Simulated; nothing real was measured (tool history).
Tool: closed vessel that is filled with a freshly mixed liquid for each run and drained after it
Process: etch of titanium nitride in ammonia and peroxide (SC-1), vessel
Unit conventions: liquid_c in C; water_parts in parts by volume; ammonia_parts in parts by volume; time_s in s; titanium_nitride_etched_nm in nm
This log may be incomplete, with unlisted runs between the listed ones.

run,hour,liquid_c,water_parts,ammonia_parts,time_s,titanium_nitride_etched_nm
1,0.0,51.0,19,0.5,365,10.728
2,2.9,56.0,19,0.5,365,15.138
3,5.7,56.0,19,0.5,365,15.142
4,11.3,56.0,19,0.4,365,14.809
5,15.4,56.0,19,0.4,280,11.347
6,17.3,56.5,19,0.4,280,11.508

The next listed run, before its measurement:
7,18.6,57.0,19,0.4,280,?

titanium_nitride_etched_nm: 12.074 nm
